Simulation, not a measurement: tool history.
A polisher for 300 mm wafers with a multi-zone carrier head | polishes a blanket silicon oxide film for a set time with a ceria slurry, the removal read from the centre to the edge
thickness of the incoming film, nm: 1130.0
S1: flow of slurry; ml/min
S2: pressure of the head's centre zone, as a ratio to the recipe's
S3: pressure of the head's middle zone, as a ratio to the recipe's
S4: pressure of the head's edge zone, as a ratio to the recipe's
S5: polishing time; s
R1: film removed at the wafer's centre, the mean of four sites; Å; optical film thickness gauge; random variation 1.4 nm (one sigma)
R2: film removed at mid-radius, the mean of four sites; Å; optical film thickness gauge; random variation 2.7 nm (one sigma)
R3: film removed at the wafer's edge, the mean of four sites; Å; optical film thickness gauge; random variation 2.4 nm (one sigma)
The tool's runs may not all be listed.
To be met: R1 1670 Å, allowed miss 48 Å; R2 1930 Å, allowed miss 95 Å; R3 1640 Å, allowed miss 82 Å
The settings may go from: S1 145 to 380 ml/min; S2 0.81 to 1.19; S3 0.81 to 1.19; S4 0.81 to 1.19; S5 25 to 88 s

| run | hour | S1 | S2 | S3 | S4 | S5 | R1 | R2 | R3 |
|---|---|---|---|---|---|---|---|---|---|
| 1 | 0 | 245 | 1 | 1 | 1 | 56 | 2334 | 2464.8 | 2471.6 |
| 2 | 2.3 | 250 | 1 | 1.02 | 0.96 | 51 | 2192.5 | 2278 | 2209 |
| 3 | 6.2 | 250 | 0.97 | 1.04 | 0.93 | 47 | 1937.8 | 2123.2 | 2018.3 |
| 4 | 8.7 | 200 | 0.97 | 1.04 | 0.93 | 47 | 1892 | 2098 | 1960.8 |
| 5 | 9.8 | 190 | 0.97 | 1.05 | 0.9 | 45 | 1778.5 | 2023.7 | 1843.1 |
| 6 | 15.5 | 190 | 0.97 | 1.05 | 0.94 | 45 | 1816.2 | 1999.4 | 1870.7 |
| 7 | 16.1 | 185 | 0.97 | 1.07 | 0.92 | 44 | 1757.6 | 1975.8 | 1816 |
| 8 | 18.7 | 180 | 0.97 | 1.08 | 0.9 | 43 | 1718.7 | 1925.4 | 1732.1 |
| 9 | 24.2 | 175 | 0.97 | 1.09 | 0.89 | 43 | 1703.6 | 1935.9 | 1713.2 |

Which of these 4 next moves meets every target?
| A | 29.7 | 145 | 1.06 | 1.18 | 0.82 | 43 | ? | ? | ? |
| B | 29.7 | 145 | 1.01 | 1.16 | 0.9 | 42 | ? | ? | ? |
| C | 29.7 | 170 | 0.9 | 1.08 | 0.84 | 46 | ? | ? | ? |
| D | 29.7 | 185 | 0.98 | 1.05 | 0.91 | 45 | ? | ? | ? |

| move | R1 | R2 | R3 |
|---|---|---|---|
| A | 1799 | 2021.9 | 1621.1 |
| B | 1673.4 | 1946.2 | 1651.4 |
| C | 1675.4 | 2054.9 | 1786 |
| D | 1809.1 | 1984.6 | 1828 |
A: brings the result that was furthest off to its target, and leaves another outside
B: meets every target
C: further off than the last run
D: further off than the last run
The right move is B.
